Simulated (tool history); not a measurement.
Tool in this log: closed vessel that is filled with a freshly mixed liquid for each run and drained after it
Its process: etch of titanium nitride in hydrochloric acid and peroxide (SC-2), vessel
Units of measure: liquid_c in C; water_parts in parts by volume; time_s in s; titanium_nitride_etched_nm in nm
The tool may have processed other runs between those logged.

Run 1, hour 0.0: liquid_c 47.0 C, water_parts 5.5 parts by volume, time_s 635 s. Result: titanium_nitride_etched_nm 18.782 nm.
Run 2, hour 6.7: liquid_c 45.0 C, water_parts 5.5 parts by volume, time_s 635 s. Result: titanium_nitride_etched_nm 16.548 nm.
Run 3, hour 10.7: liquid_c 49.0 C, water_parts 5.5 parts by volume, time_s 635 s. Result: titanium_nitride_etched_nm 21.855 nm.
Run 4, hour 16.2: liquid_c 49.0 C, water_parts 4.0 parts by volume, time_s 635 s. Result: titanium_nitride_etched_nm 26.751 nm.
Run 5, hour 21.4: liquid_c 49.0 C, water_parts 5.5 parts by volume, time_s 635 s. Result: titanium_nitride_etched_nm 21.530 nm.
Run 6, hour 25.7: liquid_c 49.0 C, water_parts 5.5 parts by volume, time_s 505 s. Result: titanium_nitride_etched_nm 17.007 nm.
Run 7, hour 34.2: liquid_c 47.0 C, water_parts 5.5 parts by volume, time_s 505 s. Result: titanium_nitride_etched_nm 14.923 nm.
Run 8, hour 34.8: liquid_c 46.0 C, water_parts 5.5 parts by volume, time_s 505 s. Result: titanium_nitride_etched_nm 13.854 nm.
Run 9, hour 38.4: liquid_c 45.5 C, water_parts 5.5 parts by volume, time_s 505 s. Result: titanium_nitride_etched_nm 13.604 nm.
Run 10, hour 42.0: liquid_c 45.0 C, water_parts 5.5 parts by volume, time_s 505 s. Result: titanium_nitride_etched_nm 12.794 nm.

Estimate the outcome of run 11 from the log above:
Run 11, hour 47.6: liquid_c 44.5 C, water_parts 5.5 parts by volume, time_s 505 s. Result: titanium_nitride_etched_nm ?.

titanium_nitride_etched_nm: 12.427 nm
